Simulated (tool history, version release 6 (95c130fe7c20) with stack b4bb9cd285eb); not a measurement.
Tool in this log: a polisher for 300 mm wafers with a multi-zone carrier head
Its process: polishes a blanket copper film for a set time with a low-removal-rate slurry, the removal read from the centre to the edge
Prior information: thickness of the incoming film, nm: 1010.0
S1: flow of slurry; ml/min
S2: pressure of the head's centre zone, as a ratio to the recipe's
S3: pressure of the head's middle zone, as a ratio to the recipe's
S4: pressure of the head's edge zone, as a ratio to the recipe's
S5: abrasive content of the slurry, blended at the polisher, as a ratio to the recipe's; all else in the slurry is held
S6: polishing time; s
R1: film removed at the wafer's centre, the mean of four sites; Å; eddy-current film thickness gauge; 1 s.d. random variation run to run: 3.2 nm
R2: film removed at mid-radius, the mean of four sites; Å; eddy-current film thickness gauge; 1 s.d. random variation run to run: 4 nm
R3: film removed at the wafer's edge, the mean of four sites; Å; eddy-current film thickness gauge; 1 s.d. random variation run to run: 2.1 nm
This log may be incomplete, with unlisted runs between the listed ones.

run 1 hour=0 | S1=225 S2=1 S3=1 S4=1 S5=1 S6=57 | R1=2233.8 R2=2313.1 R3=2228.9
run 2 hour=4.7 | S1=230 S2=1.01 S3=1.01 S4=1.02 S5=1.05 S6=57 | R1=2280 R2=2330.7 R3=2270.6
run 3 hour=6.6 | S1=230 S2=1.01 S3=1.01 S4=1.02 S5=1.05 S6=45 | R1=1818.5 R2=1843.7 R3=1795
run 4 hour=10 | S1=230 S2=1.01 S3=0.98 S4=1.02 S5=1.05 S6=45 | R1=1815.3 R2=1762.7 R3=1781.1
run 5 hour=11.8 | S1=235 S2=1.02 S3=0.99 S4=1.03 S5=1.1 S6=47 | R1=1989.5 R2=1895.2 R3=1910.8
run 6 hour=20.6 | S1=235 S2=1.02 S3=0.99 S4=1.03 S5=0.95 S6=47 | R1=1901.3 R2=1854.8 R3=1818.7
run 7 hour=28.4 | S1=235 S2=1.03 S3=1 S4=1.04 S5=1 S6=48 | R1=1989.5 R2=1917.4 R3=1911.6
run 8 hour=32.1 | S1=235 S2=1.04 S3=1.02 S4=1.05 S5=1.05 S6=49 | R1=2026.2 R2=2004.3 R3=1986.6

For run 9, what comes out?
run 9 hour=37.8 | S1=240 S2=1.06 S3=1.04 S4=1.06 S5=1.1 S6=50 | R1=? R2=? R3=?

R1: 2182.4 Å
R2: 2082 Å
R3: 2067.1 Å
